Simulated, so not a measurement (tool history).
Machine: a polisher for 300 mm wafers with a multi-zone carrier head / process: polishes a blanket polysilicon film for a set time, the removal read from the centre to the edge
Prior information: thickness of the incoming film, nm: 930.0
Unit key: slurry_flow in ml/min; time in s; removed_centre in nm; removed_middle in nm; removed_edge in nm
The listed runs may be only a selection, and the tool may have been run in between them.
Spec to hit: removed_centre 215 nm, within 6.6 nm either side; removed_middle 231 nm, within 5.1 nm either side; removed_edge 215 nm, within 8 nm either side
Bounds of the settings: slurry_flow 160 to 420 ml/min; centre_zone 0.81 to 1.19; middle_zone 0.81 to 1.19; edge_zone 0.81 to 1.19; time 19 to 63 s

run	hour	slurry_flow	centre_zone	middle_zone	edge_zone	time	removed_centre	removed_middle	removed_edge
1	0	270	1	1	1	41	194.65	192.16	190.86
2	5.8	280	1	1.02	1.02	41	190.01	193.33	195.57
3	7.7	285	1.01	1.04	1.02	41	193.53	199.45	196.31
4	9.3	285	1.01	1.04	1.02	35	167.54	171.47	170.63
5	15.7	225	1.01	1.04	1.02	35	162.02	166.16	167.94
6	17.1	170	1.01	1.04	1.02	35	155.3	158.6	162.43
7	24.8	200	1.03	1.06	1.04	36	167.53	170.7	170.08
8	26.1	220	1.04	1.08	1.06	37	175.15	182.73	175.17
9	28.8	235	1.04	1.08	1.08	38	182.59	186.6	183.01
10	36.4	250	1.04	1.09	1.1	38	186.08	189.35	185.2
11	42.1	265	1.04	1.1	1.11	39	190.8	198.44	189.17
12	43.9	275	1.04	1.1	1.12	40	196.36	203.05	200.86
13	46.9	290	1.04	1.11	1.13	40	196.26	205.61	201.2
14	50.2	300	1.05	1.12	1.14	40	199.2	207.86	205.52

Which one of the following 4 next-run settings gets every result inside its allowed miss? There is exactly one.
A	53.5	260	1	1.16	1.19	43	?	?	?
B	53.5	315	1.08	1.18	1.15	42	?	?	?
C	53.5	310	1.1	1.07	1.14	40	?	?	?
D	53.5	300	0.96	1.14	1.18	42	?	?	?

move	removed_centre	removed_middle	removed_edge
A	202.42	226.75	223.24
B	218.23	228.99	217.24
C	211.21	200.19	206.04
D	192.79	221.41	219.54
A: the worst result of the last run now meets its target, but another is out of spec
B: hits every target within its allowed miss
C: misses by more than the last run did
D: better than the last run, though not everything is in spec
Answer: B
